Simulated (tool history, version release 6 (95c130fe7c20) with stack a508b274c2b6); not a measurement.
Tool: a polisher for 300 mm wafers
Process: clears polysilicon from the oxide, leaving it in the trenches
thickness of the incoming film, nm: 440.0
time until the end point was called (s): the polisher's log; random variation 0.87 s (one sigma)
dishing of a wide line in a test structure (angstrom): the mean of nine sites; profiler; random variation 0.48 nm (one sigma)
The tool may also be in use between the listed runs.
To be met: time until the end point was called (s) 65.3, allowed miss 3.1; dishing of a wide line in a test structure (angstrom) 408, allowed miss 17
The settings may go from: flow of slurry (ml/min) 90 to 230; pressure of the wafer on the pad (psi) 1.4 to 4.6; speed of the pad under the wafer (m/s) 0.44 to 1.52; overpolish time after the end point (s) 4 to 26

run    day  flow of slurry (ml/min)  pressure of the wafer on the pad (psi)  speed of the pad under the wafer (m/s)  overpolish time after the end point (s)  time until the end point was called (s)  dishing of a wide line in a test structure (angstrom)
  1      0                      150                                       3                                    0.98                                       13                                   36.305                                                 653.86
  2  0.162                      150                                     2.6                                    0.94                                       11                                   44.159                                                  559.2
  3  0.346                      150                                     2.6                                    1.04                                       11                                   40.035                                                 593.14
  4  0.592                      120                                     2.6                                    1.04                                       11                                   42.999                                                 570.89
  5  0.704                      120                                     2.6                                    1.04                                       15                                   42.578                                                 653.59
  6  1.033                      120                                     2.6                                    1.04                                       19                                   42.348                                                 689.94
  7  1.192                      135                                     2.3                                    1.02                                       15                                   45.865                                                 629.06
  8  1.504                      130                                     2.2                                    0.96                                       12                                    53.57                                                 551.02
  9  1.858                      130                                     2.1                                    0.94                                       10                                   54.969                                                 475.38
 10   1.95                      125                                       2                                    0.94                                       10                                   60.485                                                 460.25
 11  2.125                      120                                       2                                    0.94                                        9                                   61.202                                                  434.6
 12  2.333                      115                                       2                                    0.94                                        9                                    60.69                                                  426.1
 13    2.6                      110                                       2                                    0.94                                        9                                   60.355                                                 426.77
 14  2.708                      110                                     1.7                                    0.94                                        8                                   71.942                                                 352.65
     3.042  -- slurry nozzle cleaned
 15  3.042                      120                                       2                                     0.9                                       10                                   54.894                                                  494.9

Which of these 5 next moves meets every target?
  A  3.375                      135                                     2.9                                    0.84                                       11                                        ?                                                      ?
  B  3.375                      105                                     2.3                                    0.94                                       12                                        ?                                                      ?
  C  3.375                      110                                     1.8                                    0.92                                       15                                        ?                                                      ?
  D  3.375                       90                                     2.2                                     1.1                                        7                                        ?                                                      ?
  E  3.375                      120                                     1.9                                     0.8                                        9                                        ?                                                      ?

move  time until the end point was called (s)  dishing of a wide line in a test structure (angstrom)
   A                                   41.545                                                 589.35
   B                                   49.342                                                 567.53
   C                                   62.975                                                 562.07
   D                                    46.23                                                 437.76
   E                                   66.605                                                 406.73
A: further off than the last run
B: further off than the last run
C: further off than the last run
D: further off than the last run
E: meets every target
Answer: E

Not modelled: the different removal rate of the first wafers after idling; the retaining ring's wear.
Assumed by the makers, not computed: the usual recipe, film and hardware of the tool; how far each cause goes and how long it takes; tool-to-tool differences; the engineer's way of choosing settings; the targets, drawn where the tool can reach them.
